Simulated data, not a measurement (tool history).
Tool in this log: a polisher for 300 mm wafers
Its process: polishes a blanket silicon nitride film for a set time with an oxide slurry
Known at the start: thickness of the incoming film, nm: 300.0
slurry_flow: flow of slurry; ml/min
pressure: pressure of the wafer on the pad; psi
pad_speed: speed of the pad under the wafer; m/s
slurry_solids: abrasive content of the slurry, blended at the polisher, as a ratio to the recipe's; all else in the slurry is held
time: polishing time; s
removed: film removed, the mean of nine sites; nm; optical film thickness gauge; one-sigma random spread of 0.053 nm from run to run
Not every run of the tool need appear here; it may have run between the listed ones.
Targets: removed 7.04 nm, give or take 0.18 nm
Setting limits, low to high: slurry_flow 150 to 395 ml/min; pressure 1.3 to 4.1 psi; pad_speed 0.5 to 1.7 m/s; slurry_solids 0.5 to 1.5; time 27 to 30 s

run	hour	slurry_flow	pressure	pad_speed	slurry_solids	time	removed
1	0	250	2.7	1.1	1	30	14.956
2	5	250	2.7	1.1	1	27	13.374
3	5.8	250	2.7	1.1	0.9	27	12.411
4	8.5	295	2.7	1.1	0.9	27	12.79
5	12.3	295	2.7	1.1	0.9	30	14.071
6	21	295	2.7	1.1	0.8	30	12.761
7	24	285	2.5	1.08	0.8	30	11.709
8	30.8	285	2.5	1.08	0.8	30	11.756
9	38.9	280	2.3	1.06	0.8	30	10.599
10	42.8	275	2.1	1.06	0.8	30	9.6705
11	46.9	270	2	1.06	0.8	30	9.2455

Below are 4 possible settings for the next run. Only one of them brings all results inside the allowed miss of their targets. Which is it?
A	51	260	2.4	0.68	0.75	29	?
B	51	255	1.5	1.04	0.85	27	?
C	51	265	1.6	0.92	0.8	30	?
D	51	305	1.9	0.66	1	28	?

move	removed
A	6.9882
B	6.4833
C	6.6306
D	6.7069
A: each result inside its tolerance
B: moves the result that the last run missed by most past its target, out the other side
C: moves the result that the last run missed by most past its target, out the other side
D: moves the result that the last run missed by most past its target, out the other side
Go with A: it meets all targets.
